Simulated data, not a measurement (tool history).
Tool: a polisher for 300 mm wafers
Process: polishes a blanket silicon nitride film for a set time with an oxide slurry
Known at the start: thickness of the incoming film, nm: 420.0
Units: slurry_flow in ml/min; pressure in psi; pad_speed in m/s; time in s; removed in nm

| run | hour | slurry_flow | pressure | pad_speed | slurry_solids | time | removed |
|---|---|---|---|---|---|---|---|
| 1 | 0 | 125 | 2.5 | 1.02 | 1 | 55 | 21.987 |
| 2 | 7.8 | 125 | 2.2 | 1.02 | 1 | 55 | 20.109 |
| 3 | 10.5 | 125 | 2.2 | 1.24 | 1 | 55 | 23.273 |
| 4 | 17.5 | 145 | 2.2 | 1.24 | 1 | 55 | 24.27 |
| 5 | 24.1 | 150 | 2.2 | 1.24 | 1 | 55 | 24.251 |
| 6 | 25.9 | 155 | 2.2 | 1.24 | 1 | 55 | 24.458 |

Run 7 comes next. What will it give?
| 7 | 30.1 | 160 | 2.2 | 1.24 | 1 | 55 | ? |

Run 7 gave removed 25.077 nm.

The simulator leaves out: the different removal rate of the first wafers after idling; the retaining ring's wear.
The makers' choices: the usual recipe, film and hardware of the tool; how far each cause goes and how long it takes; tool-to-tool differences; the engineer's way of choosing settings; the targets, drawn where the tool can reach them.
